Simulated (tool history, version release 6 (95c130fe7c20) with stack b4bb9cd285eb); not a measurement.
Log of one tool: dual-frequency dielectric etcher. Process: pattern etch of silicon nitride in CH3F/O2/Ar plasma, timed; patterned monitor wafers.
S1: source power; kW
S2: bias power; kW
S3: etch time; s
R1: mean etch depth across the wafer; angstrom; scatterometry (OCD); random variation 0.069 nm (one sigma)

| run | hour | S1 | S2 | S3 | R1 |
|---|---|---|---|---|---|
| 1 | 0.0 | 0.470 | 0.066 | 32.0 | 232.10 |
| 2 | 5.6 | 0.470 | 0.066 | 29.5 | 213.98 |
| 3 | 6.6 | 0.520 | 0.066 | 29.5 | 226.33 |
| 4 | 10.2 | 0.520 | 0.057 | 29.5 | 212.93 |
| 5 | 16.9 | 0.480 | 0.057 | 29.5 | 205.90 |
| 6 | 19.5 | 0.500 | 0.059 | 29.5 | 211.18 |
| 7 | 21.9 | 0.520 | 0.061 | 29.5 | 219.06 |
| 8 | 26.9 | 0.540 | 0.062 | 29.5 | 223.64 |
| 9 | 31.8 | 0.550 | 0.063 | 29.5 | 227.77 |
| 10 | 39.7 | 0.560 | 0.064 | 29.5 | 230.66 |
| 11 | 42.3 | 0.570 | 0.065 | 29.5 | 233.96 |

Forecast run 12:
| 12 | 51.2 | 0.580 | 0.066 | 29.5 | ? |

Run 12 gave R1 237.05 angstrom.
